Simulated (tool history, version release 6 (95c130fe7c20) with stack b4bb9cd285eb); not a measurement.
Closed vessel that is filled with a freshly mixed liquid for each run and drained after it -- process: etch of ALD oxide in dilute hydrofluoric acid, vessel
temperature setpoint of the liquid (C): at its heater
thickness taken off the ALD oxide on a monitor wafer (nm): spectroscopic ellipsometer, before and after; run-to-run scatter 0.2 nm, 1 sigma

| run | day | temperature setpoint of the liquid (C) | parts of water to one part of 49 % hydrofluoric acid (parts by volume) | time in the liquid (s) | thickness taken off the ALD oxide on a monitor wafer (nm) |
|---|---|---|---|---|---|
| 1 | 0 | 22 | 290 | 285 | 13.314 |
| 2 | 0.325 | 22 | 290 | 285 | 13.114 |
| 3 | 0.383 | 22 | 290 | 305 | 14.026 |
| 4 | 0.733 | 19.5 | 290 | 305 | 13.05 |
| 5 | 1.033 | 19.5 | 290 | 305 | 12.824 |
| 6 | 1.192 | 19.5 | 390 | 305 | 8.7847 |

Run 7 has not been measured yet. What should we expect?
| 7 | 1.429 | 23.5 | 275 | 305 | ? |

For run 7 the tool returned thickness taken off the ALD oxide on a monitor wafer (nm) 15.848.
